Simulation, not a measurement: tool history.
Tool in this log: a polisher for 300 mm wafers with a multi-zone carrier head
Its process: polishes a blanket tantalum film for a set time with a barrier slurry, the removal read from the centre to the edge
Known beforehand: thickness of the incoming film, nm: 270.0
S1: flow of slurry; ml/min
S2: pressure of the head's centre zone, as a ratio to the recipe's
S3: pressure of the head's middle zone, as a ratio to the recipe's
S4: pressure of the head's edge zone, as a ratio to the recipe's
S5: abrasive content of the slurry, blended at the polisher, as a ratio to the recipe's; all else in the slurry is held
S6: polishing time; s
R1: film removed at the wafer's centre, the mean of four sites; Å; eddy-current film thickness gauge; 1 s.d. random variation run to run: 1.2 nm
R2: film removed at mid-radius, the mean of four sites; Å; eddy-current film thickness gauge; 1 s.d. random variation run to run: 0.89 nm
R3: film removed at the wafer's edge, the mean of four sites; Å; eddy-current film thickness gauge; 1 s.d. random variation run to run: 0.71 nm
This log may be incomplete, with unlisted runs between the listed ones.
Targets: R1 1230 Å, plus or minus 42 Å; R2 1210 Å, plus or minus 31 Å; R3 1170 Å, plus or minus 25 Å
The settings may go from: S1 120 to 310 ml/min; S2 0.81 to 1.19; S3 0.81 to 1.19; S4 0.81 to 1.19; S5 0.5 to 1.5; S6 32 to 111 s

Run 1, hour 0: S1 200 ml/min, S2 1, S3 1, S4 1, S5 1, S6 71 s. Result: R1 850.38 Å, R2 816.43 Å, R3 841.24 Å.
Run 2, hour 7.5: S1 200 ml/min, S2 1, S3 1, S4 1, S5 1, S6 53 s. Result: R1 627.8 Å, R2 620.94 Å, R3 620.19 Å.
Run 3, hour 15.2: S1 200 ml/min, S2 1, S3 1, S4 1.05, S5 1, S6 53 s. Result: R1 625.23 Å, R2 621.05 Å, R3 630.73 Å.
Run 4, hour 21.3: S1 200 ml/min, S2 1, S3 1, S4 1.12, S5 1, S6 53 s. Result: R1 631.76 Å, R2 617.89 Å, R3 655.43 Å.
Run 5, hour 24.7: S1 200 ml/min, S2 1, S3 1, S4 1.12, S5 1, S6 45 s. Result: R1 531.65 Å, R2 524.43 Å, R3 550.82 Å.
Run 6, hour 31.8: S1 210 ml/min, S2 1.01, S3 1.02, S4 1.13, S5 1.1, S6 50 s. Result: R1 619.92 Å, R2 626.06 Å, R3 650.51 Å.
Run 7, hour 34.1: S1 220 ml/min, S2 1.04, S3 1.04, S4 1.14, S5 1.15, S6 53 s. Result: R1 700.82 Å, R2 684.31 Å, R3 699.91 Å.
Run 8, hour 42.1: S1 230 ml/min, S2 1.05, S3 1.05, S4 1.15, S5 1.2, S6 56 s. Result: R1 762.64 Å, R2 734.68 Å, R3 747.67 Å.
Run 9, hour 42.7: S1 235 ml/min, S2 1.05, S3 1.06, S4 1.15, S5 1.25, S6 59 s. Result: R1 813.51 Å, R2 797.23 Å, R3 816.08 Å.
Run 10, hour 45.1: S1 290 ml/min, S2 1.15, S3 1.16, S4 1.19, S5 1.5, S6 72 s. Result: R1 1190.1 Å, R2 1108.1 Å, R3 1081.2 Å.
Run 11, hour 49.3: S1 290 ml/min, S2 1.14, S3 1.16, S4 1.19, S5 1.5, S6 73 s. Result: R1 1186.3 Å, R2 1140.1 Å, R3 1098.8 Å.
Run 12, hour 53: S1 290 ml/min, S2 1.14, S3 1.16, S4 1.19, S5 1.5, S6 74 s. Result: R1 1205.2 Å, R2 1135.4 Å, R3 1105.4 Å.
Run 13, hour 57.5: S1 290 ml/min, S2 1.13, S3 1.16, S4 1.19, S5 1.5, S6 75 s. Result: R1 1186 Å, R2 1163.4 Å, R3 1121.1 Å.

Exactly one of the 4 candidate moves below puts every result within its allowed miss. Which one?
Run A, hour 62: S1 290 ml/min, S2 1.12, S3 1.02, S4 1.19, S5 1.5, S6 80 s. Result: R1 ?, R2 ?, R3 ?.
Run B, hour 62: S1 260 ml/min, S2 1.11, S3 1.14, S4 1.18, S5 1.4, S6 81 s. Result: R1 ?, R2 ?, R3 ?.
Run C, hour 62: S1 275 ml/min, S2 0.98, S3 1.13, S4 1.19, S5 1.45, S6 82 s. Result: R1 ?, R2 ?, R3 ?.
Run D, hour 62: S1 250 ml/min, S2 1.15, S3 1.13, S4 1.15, S5 1.35, S6 74 s. Result: R1 ?, R2 ?, R3 ?.

move      R1      R2      R3
   A  1269.3  1115.1  1210.2
   B  1237.8  1199.5  1187.4
   C  1123.3  1224.4  1223.8
   D  1154.8  1072.9  1056.8
A: the result that was furthest off in the last run now lies on the other side of its target
B: meets every target
C: the result that was furthest off in the last run now lies on the other side of its target
D: lands further from the targets than the last run did
The right move is B.
